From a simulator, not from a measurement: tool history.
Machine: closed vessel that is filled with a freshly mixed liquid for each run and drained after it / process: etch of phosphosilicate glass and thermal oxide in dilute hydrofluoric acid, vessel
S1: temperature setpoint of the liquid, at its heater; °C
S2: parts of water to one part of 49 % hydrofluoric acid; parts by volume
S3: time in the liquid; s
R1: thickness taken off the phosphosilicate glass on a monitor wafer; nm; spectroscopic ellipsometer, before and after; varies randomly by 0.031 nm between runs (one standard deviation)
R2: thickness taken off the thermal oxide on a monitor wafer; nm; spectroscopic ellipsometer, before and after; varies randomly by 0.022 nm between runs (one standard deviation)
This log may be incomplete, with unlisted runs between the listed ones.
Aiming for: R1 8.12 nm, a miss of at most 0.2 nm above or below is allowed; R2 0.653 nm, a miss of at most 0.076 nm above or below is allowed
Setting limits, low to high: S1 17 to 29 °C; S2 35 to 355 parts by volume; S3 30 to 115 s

| run | hour | S1 | S2 | S3 | R1 | R2 |
|---|---|---|---|---|---|---|
| 1 | 0 | 21 | 195 | 60 | 13.778 | 1.1379 |
| 2 | 0.6 | 21 | 195 | 70 | 16.249 | 1.2587 |
| 3 | 8.6 | 21 | 140 | 70 | 23.898 | 2.0006 |
| 4 | 13.2 | 20.5 | 160 | 70 | 20.2 | 1.5226 |
| 5 | 18.1 | 20.5 | 160 | 55 | 15.879 | 1.2025 |
| 6 | 22.5 | 20.5 | 175 | 55 | 14.175 | 1.125 |
| 7 | 24.4 | 20 | 185 | 55 | 13.037 | 1.0499 |
| 8 | 28.7 | 17 | 255 | 55 | 7.8602 | 0.65296 |

Of the 4 settings listed for the next run, only one would bring every result within its allowed miss of target. Which one?
| A | 33 | 17.5 | 230 | 45 | ? | ? |
| B | 33 | 18 | 300 | 60 | ? | ? |
| C | 33 | 19 | 170 | 30 | ? | ? |
| D | 33 | 19 | 320 | 70 | ? | ? |

| move | R1 | R2 |
|---|---|---|
| A | 7.4227 | 0.59216 |
| B | 7.2744 | 0.58032 |
| C | 7.5159 | 0.59959 |
| D | 8.116 | 0.64746 |
A: its largest miss is bigger than the last run's
B: its largest miss is bigger than the last run's
C: its largest miss is bigger than the last run's
D: hits every target within its allowed miss
Move D is the one to make.
